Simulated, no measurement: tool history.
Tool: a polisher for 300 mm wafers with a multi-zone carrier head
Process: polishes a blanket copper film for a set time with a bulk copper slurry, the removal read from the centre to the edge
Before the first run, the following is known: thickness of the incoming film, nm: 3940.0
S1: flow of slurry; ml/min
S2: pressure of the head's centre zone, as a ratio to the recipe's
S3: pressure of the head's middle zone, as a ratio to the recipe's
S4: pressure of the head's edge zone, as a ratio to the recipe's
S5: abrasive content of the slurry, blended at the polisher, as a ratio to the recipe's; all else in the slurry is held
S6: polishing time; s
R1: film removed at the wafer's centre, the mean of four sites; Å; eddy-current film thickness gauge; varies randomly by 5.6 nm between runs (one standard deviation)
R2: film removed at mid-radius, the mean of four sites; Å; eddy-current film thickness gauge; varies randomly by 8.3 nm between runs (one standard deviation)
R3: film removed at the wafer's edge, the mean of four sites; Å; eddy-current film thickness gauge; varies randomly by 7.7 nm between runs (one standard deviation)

| run | hour | S1 | S2 | S3 | S4 | S5 | S6 | R1 | R2 | R3 |
|---|---|---|---|---|---|---|---|---|---|---|
| 1 | 0 | 300 | 1 | 1 | 1 | 1 | 51 | 5865.6 | 6029 | 5963.3 |
| 2 | 5.1 | 300 | 1 | 1 | 0.96 | 1 | 51 | 5888.6 | 6009.3 | 5788.6 |
| 3 | 13.4 | 300 | 0.99 | 0.98 | 0.99 | 1.05 | 53 | 6113.6 | 6205.9 | 6105 |
| 4 | 17.5 | 300 | 0.99 | 0.95 | 0.99 | 1.05 | 53 | 6141.5 | 6052.5 | 6180.9 |
| 5 | 25.2 | 300 | 0.95 | 0.95 | 0.99 | 1.05 | 53 | 5938.5 | 6003.4 | 6173.6 |
| 6 | 32.7 | 300 | 0.93 | 0.94 | 1.02 | 1.1 | 55 | 6030 | 6284.7 | 6504.8 |
| 7 | 35.1 | 295 | 0.92 | 0.92 | 1.05 | 1.15 | 57 | 6243.2 | 6470.6 | 6882.6 |
| 8 | 42.6 | 295 | 0.91 | 0.9 | 1.07 | 1.2 | 59 | 6493.8 | 6486.9 | 7314.7 |
| 9 | 47.6 | 300 | 0.9 | 0.9 | 1.09 | 1.25 | 60 | 6655.6 | 6753.8 | 7556.2 |

Estimate the outcome of run 10 from the log above:
| 10 | 52.1 | 300 | 0.89 | 0.89 | 1.1 | 1.3 | 61 | ? | ? | ? |

{"run 10": {"R1": 6735.4, "R2": 6968.7, "R3": 7833.3}}
